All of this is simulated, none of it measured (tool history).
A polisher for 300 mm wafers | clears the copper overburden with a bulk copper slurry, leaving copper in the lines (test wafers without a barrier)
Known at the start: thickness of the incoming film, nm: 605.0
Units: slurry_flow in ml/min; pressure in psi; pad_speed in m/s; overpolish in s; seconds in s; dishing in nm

run  hour  slurry_flow  pressure  pad_speed  slurry_solids  overpolish  seconds  dishing
  1   0.0          135       1.7       0.84           1.00          15   153.78  37.2020
  2   6.4          135       1.6       0.82           1.00          13   166.53  30.4170
  3   9.6          140       1.5       0.80           1.05          12   177.01  26.8480
  4  11.6          155       1.5       0.80           1.05          12   173.90  28.2490
  5  14.4          145       1.4       0.80           1.10          11   185.08  23.3370
  6  16.4          135       1.3       0.80           1.15          10   201.17  21.1460
  7  17.9          125       1.2       0.80           1.20           9   219.94  16.8460
  8  26.6          120       1.1       0.82           1.25           8   231.82  14.7720
  9  28.9          115       1.1       0.84           1.30           7   223.97  13.2650
 10  36.1          110       1.1       0.86           1.35           7   220.50  12.8250
 11  41.1          105       1.1       0.88           1.35           7   220.59  13.6990

Run 12 comes next. What will it give?
 12  46.8          110       0.9       0.86           1.45           5        ?        ?

{"run 12": {"seconds": 261.98, "dishing": 8.2289}}
